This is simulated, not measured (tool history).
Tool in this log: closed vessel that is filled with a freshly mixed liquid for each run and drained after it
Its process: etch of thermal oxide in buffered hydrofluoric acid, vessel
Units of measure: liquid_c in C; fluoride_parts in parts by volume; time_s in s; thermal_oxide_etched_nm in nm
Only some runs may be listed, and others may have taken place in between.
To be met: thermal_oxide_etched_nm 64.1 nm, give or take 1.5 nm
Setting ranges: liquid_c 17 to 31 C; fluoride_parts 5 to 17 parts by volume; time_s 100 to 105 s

run,hour,liquid_c,fluoride_parts,time_s,thermal_oxide_etched_nm
1,0,23,10.5,100,91.477
2,8.5,22.5,10.5,100,90.32
3,11.3,22,10.5,100,87.973
4,17.5,21.5,10.5,100,85.297
5,20.1,21.5,10.5,100,86.142
6,29.3,21,10.5,100,83.361
7,37.7,20.5,10.5,100,81.787
8,43.7,17,11.5,100,60.996

Consider the 5 candidate settings below. Which is the only one whose results all fall within their allowed miss of target?
A,49.7,17,11.5,105,?
B,49.7,18.5,12.5,100,?
C,49.7,19,12,105,?
D,49.7,17.5,10.5,100,?
E,49.7,17,12,100,?

move,thermal_oxide_etched_nm
A,63.666
B,60.847
C,68.407
D,68.194
E,58.155
A: all results land within tolerance of their targets
B: as far off as the last run
C: takes the result that was furthest off past its target
D: takes the result that was furthest off past its target
E: its largest miss is bigger than the last run's
Answer: A
